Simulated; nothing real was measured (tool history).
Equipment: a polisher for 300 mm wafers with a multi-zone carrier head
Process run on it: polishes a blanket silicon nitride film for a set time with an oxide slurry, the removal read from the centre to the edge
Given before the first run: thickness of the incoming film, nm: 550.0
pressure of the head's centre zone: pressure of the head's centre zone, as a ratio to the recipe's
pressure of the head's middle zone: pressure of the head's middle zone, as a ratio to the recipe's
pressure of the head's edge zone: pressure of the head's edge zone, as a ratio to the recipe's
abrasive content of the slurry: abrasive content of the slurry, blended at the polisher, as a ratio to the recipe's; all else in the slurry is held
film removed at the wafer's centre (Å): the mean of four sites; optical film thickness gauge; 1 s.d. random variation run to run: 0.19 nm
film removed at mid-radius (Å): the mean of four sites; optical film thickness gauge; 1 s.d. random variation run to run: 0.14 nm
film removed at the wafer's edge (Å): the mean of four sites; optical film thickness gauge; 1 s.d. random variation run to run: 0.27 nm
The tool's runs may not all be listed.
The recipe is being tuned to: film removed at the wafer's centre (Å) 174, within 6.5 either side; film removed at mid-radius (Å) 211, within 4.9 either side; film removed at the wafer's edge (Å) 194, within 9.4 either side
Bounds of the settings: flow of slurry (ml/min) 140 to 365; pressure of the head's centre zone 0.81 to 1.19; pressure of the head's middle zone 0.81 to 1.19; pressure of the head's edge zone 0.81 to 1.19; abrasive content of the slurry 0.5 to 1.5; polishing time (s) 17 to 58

run,day,flow of slurry (ml/min),pressure of the head's centre zone,pressure of the head's middle zone,pressure of the head's edge zone,abrasive content of the slurry,polishing time (s),film removed at the wafer's centre (Å),film removed at mid-radius (Å),film removed at the wafer's edge (Å)
1,0,235,1,1,1,1,37,310.66,313.17,324.9
2,0.242,230,0.96,1.01,0.96,0.85,35,252.01,265.43,261.39
3,0.271,215,0.92,1.01,0.94,0.8,35,229.64,246.61,248.32
4,0.488,215,0.92,1.09,0.94,0.8,35,229.01,266.56,239.49
5,0.738,180,0.92,1.09,0.94,0.8,35,220.54,259.22,242.89
6,0.779,180,0.87,1.09,0.94,0.8,35,209.12,256.57,236.67
7,0.846,180,0.86,1.08,0.91,0.75,35,192.84,242.1,223.2
8,1.004,200,0.86,1.06,0.89,0.7,35,184.21,222.24,210.51
9,1.029,210,0.86,1.06,0.87,0.7,35,184.88,225.78,199.94
10,1.329,205,0.85,1.05,0.86,0.7,35,182.66,222.06,203.81
11,1.612,205,0.85,1.04,0.85,0.7,35,182.53,219.41,201.44

5 candidate next runs follow, results not yet known. Just one meets every target within its allowed miss. Identify it.
A,1.896,170,0.81,1.1,0.93,0.6,40,?,?,?
B,1.896,270,0.86,1.06,0.9,0.8,28,?,?,?
C,1.896,250,1.03,1.1,0.81,0.7,31,?,?,?
D,1.896,225,0.85,0.97,0.82,0.75,34,?,?,?
E,1.896,260,1.02,1.09,0.82,0.75,28,?,?,?

move,film removed at the wafer's centre (Å),film removed at mid-radius (Å),film removed at the wafer's edge (Å)
A,159.42,208.27,193.6
B,176.54,211.15,196.52
C,196.64,208.26,179.3
D,194.61,218.72,211.53
E,190.75,202.06,176.13
A: the worst result of the last run now meets its target, but another is out of spec
B: every result within its allowed miss
C: the worst result of the last run now meets its target, but another is out of spec
D: further off than the last run
E: moves the result that the last run missed by most past its target, out the other side
B meets every target.
